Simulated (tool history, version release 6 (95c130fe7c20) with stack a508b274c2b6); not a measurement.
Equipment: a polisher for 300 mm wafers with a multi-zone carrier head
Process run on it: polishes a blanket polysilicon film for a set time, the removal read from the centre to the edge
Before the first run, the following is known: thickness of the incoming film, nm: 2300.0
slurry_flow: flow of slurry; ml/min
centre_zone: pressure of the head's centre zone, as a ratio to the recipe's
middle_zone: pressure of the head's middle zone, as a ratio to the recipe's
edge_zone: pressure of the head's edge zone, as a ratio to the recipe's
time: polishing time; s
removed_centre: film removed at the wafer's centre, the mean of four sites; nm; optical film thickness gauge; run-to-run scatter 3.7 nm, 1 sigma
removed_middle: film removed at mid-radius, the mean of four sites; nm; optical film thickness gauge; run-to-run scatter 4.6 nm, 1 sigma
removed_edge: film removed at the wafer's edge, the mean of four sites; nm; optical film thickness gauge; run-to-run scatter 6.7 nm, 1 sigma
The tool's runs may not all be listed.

run 1 day=0 | slurry_flow=285 centre_zone=1 middle_zone=1 edge_zone=1 time=78 | removed_centre=550.22 removed_middle=543.4 removed_edge=534.27
run 2 day=0.133 | slurry_flow=310 centre_zone=1 middle_zone=1 edge_zone=1 time=78 | removed_centre=555.23 removed_middle=550.03 removed_edge=526.47
run 3 day=0.242 | slurry_flow=310 centre_zone=1 middle_zone=1 edge_zone=1 time=97 | removed_centre=682.25 removed_middle=687.91 removed_edge=679.56
run 4 day=0.508 | slurry_flow=310 centre_zone=0.94 middle_zone=1 edge_zone=1 time=97 | removed_centre=643.6 removed_middle=696.93 removed_edge=662.57
run 5 day=0.8 | slurry_flow=325 centre_zone=0.94 middle_zone=0.97 edge_zone=0.97 time=92 | removed_centre=622.11 removed_middle=635.77 removed_edge=617.5
run 6 day=1.029 | slurry_flow=340 centre_zone=0.92 middle_zone=0.95 edge_zone=0.94 time=88 | removed_centre=574.35 removed_middle=598.85 removed_edge=603.13
run 7 day=1.079 | slurry_flow=330 centre_zone=0.95 middle_zone=0.96 edge_zone=0.93 time=83 | removed_centre=559.48 removed_middle=566.36 removed_edge=551.82

Run 8, settings as shown, results not yet in. Your forecast:
run 8 day=1.304 | slurry_flow=275 centre_zone=0.97 middle_zone=0.88 edge_zone=0.83 time=73 | removed_centre=? removed_middle=? removed_edge=?

For run 8 the tool returned removed_centre 496.31 nm, removed_middle 465.68 nm, removed_edge 457.28 nm.
